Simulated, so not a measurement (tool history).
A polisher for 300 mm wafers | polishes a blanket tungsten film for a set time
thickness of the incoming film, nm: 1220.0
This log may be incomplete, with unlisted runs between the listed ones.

run	day	flow of slurry (ml/min)	pressure of the wafer on the pad (psi)	speed of the pad under the wafer (cm/s)	abrasive content of the slurry	polishing time (s)	film removed (Å)
1	0.000	305	4.6	120	1.0	69	4452.0
2	0.133	305	4.6	120	0.8	69	4224.5
3	0.171	305	4.0	120	0.8	69	3647.1
4	0.521	305	3.6	120	0.8	69	3307.7
5	0.592	305	3.6	120	0.8	73	3508.5
# day 0.629: slurry nozzle cleaned
6	0.629	360	3.6	120	0.8	73	3711.4
7	0.867	325	3.3	120	0.8	73	3382.4
8	1.150	300	3.1	120	0.8	73	3120.9
9	1.521	275	3.0	120	0.8	73	3070.0
10	1.633	270	2.9	120	0.8	73	2924.2

Run 11 has not been measured yet. What should we expect?
11	1.967	260	2.9	120	0.8	73	?

film removed (Å): 2915.5
